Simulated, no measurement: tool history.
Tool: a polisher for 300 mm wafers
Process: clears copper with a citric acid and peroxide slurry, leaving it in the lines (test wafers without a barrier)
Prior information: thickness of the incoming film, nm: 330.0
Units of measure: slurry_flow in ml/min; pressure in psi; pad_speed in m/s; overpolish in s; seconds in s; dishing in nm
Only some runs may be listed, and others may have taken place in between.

run,hour,slurry_flow,pressure,pad_speed,slurry_solids,overpolish,seconds,dishing
1,0,275,2.4,1.42,1,15,133.67,27.885
2,5.9,275,2.2,1.4,1,16,153.92,27.377
3,13.1,275,2.2,1.4,1,11,151.93,17.906
4,14.8,275,1.7,1.4,1,11,191.87,15.393
5,22.1,275,1.6,1.4,1,12,192.21,16.197
6,30.9,275,1.6,1.4,0.85,12,209.68,15.307
7,35.7,275,1.6,1.4,0.85,13,209.4,16.497

What will run 8 give?
8,40.9,275,1.6,1.4,0.85,14,?,?

Run 8 yielded seconds 209.15 s, dishing 17.829 nm.

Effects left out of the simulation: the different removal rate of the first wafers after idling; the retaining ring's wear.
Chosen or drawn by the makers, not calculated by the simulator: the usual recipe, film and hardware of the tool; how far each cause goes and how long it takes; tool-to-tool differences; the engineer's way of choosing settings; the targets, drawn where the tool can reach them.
